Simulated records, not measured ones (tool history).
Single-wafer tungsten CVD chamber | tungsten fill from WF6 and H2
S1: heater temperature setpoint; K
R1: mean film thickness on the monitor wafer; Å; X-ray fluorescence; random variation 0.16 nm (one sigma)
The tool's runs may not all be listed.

{"run": 1, "hour": 0.0, "S1": 653.15, "chamber pressure (Pa)": 3813, "deposition time (s)": 22, "R1": 362.29}
{"run": 2, "hour": 8.0, "S1": 652.15, "chamber pressure (Pa)": 3800, "deposition time (s)": 22, "R1": 355.79}
{"run": 3, "hour": 11.0, "S1": 651.15, "chamber pressure (Pa)": 3800, "deposition time (s)": 22, "R1": 349.11}
{"run": 4, "hour": 11.5, "S1": 640.15, "chamber pressure (Pa)": 3800, "deposition time (s)": 22, "R1": 266.28}
{"run": 5, "hour": 17.3, "S1": 650.15, "chamber pressure (Pa)": 3800, "deposition time (s)": 22, "R1": 337.4}
{"run": 6, "hour": 21.1, "S1": 640.15, "chamber pressure (Pa)": 3800, "deposition time (s)": 22, "R1": 266.09}
{"run": 7, "hour": 22.2, "S1": 640.15, "chamber pressure (Pa)": 3800, "deposition time (s)": 22, "R1": 264.26}
{"run": 8, "hour": 29.7, "S1": 641.15, "chamber pressure (Pa)": 3800, "deposition time (s)": 22, "R1": 272.17}

Forecast run 9:
{"run": 9, "hour": 34.4, "S1": 642.15, "chamber pressure (Pa)": 3800, "deposition time (s)": 22, "R1": "?"}

Run 9 gave R1 280.07 Å.

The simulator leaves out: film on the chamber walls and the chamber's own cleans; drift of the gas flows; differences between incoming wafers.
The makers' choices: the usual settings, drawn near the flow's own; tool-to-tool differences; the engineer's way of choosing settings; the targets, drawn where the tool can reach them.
